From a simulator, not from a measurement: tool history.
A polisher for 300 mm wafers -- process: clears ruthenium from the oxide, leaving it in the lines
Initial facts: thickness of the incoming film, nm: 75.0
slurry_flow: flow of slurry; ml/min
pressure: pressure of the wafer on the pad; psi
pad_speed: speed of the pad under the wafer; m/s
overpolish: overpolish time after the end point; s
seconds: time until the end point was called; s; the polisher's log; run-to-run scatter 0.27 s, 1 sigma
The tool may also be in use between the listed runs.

{"run": 1, "hour": 0.0, "slurry_flow": 250, "pressure": 1.7, "pad_speed": 1.02, "overpolish": 14, "seconds": 58.006}
{"run": 2, "hour": 0.9, "slurry_flow": 250, "pressure": 1.9, "pad_speed": 1.02, "overpolish": 14, "seconds": 52.653}
{"run": 3, "hour": 8.5, "slurry_flow": 250, "pressure": 1.9, "pad_speed": 1.02, "overpolish": 14, "seconds": 53.938}
{"run": 4, "hour": 13.2, "slurry_flow": 250, "pressure": 1.9, "pad_speed": 1.02, "overpolish": 14, "seconds": 52.756}
{"run": 5, "hour": 17.6, "slurry_flow": 255, "pressure": 2.1, "pad_speed": 1.06, "overpolish": 14, "seconds": 47.151}
{"run": 6, "hour": 24.9, "slurry_flow": 255, "pressure": 2.1, "pad_speed": 1.06, "overpolish": 14, "seconds": 47.078}
{"run": 7, "hour": 31.5, "slurry_flow": 255, "pressure": 2.3, "pad_speed": 1.12, "overpolish": 14, "seconds": 41.637}

What will run 8 give?
{"run": 8, "hour": 40.4, "slurry_flow": 255, "pressure": 2.3, "pad_speed": 1.12, "overpolish": 14, "seconds": "?"}

{"run 8": {"seconds": 41.997}}
